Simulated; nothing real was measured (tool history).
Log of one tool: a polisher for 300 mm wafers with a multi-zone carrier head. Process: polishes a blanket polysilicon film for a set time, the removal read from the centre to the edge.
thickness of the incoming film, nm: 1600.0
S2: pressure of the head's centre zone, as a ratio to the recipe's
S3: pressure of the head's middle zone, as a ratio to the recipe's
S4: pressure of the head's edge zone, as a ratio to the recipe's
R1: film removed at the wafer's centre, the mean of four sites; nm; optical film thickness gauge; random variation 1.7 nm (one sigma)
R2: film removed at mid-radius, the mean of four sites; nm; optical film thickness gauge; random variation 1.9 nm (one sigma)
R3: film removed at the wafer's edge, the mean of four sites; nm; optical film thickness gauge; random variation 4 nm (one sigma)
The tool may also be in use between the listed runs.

run 1 day=0.000 | flow_of_slurry_(ml/min)=260 S2=1.00 S3=1.00 S4=1.00 polishing_time_(s)=31 | R1=363.27 R2=369.50 R3=380.41
run 2 day=0.288 | flow_of_slurry_(ml/min)=260 S2=0.97 S3=1.00 S4=0.95 polishing_time_(s)=29 | R1=331.96 R2=342.38 R3=355.19
run 3 day=0.396 | flow_of_slurry_(ml/min)=260 S2=0.96 S3=1.03 S4=0.92 polishing_time_(s)=27 | R1=305.65 R2=329.15 R3=325.62
run 4 day=0.667 | flow_of_slurry_(ml/min)=255 S2=0.95 S3=1.04 S4=0.89 polishing_time_(s)=26 | R1=290.35 R2=322.28 R3=299.36
run 5 day=0.933 | flow_of_slurry_(ml/min)=255 S2=0.95 S3=1.04 S4=0.89 polishing_time_(s)=31 | R1=347.27 R2=384.69 R3=355.31
run 6 day=1.012 | flow_of_slurry_(ml/min)=230 S2=0.95 S3=1.04 S4=0.89 polishing_time_(s)=31 | R1=343.18 R2=378.18 R3=353.79

Forecast run 7:
run 7 day=1.129 | flow_of_slurry_(ml/min)=230 S2=0.94 S3=1.03 S4=0.87 polishing_time_(s)=29 | R1=? R2=? R3=?

{"run 7": {"R1": 316.07, "R2": 349.75, "R3": 333.27}}

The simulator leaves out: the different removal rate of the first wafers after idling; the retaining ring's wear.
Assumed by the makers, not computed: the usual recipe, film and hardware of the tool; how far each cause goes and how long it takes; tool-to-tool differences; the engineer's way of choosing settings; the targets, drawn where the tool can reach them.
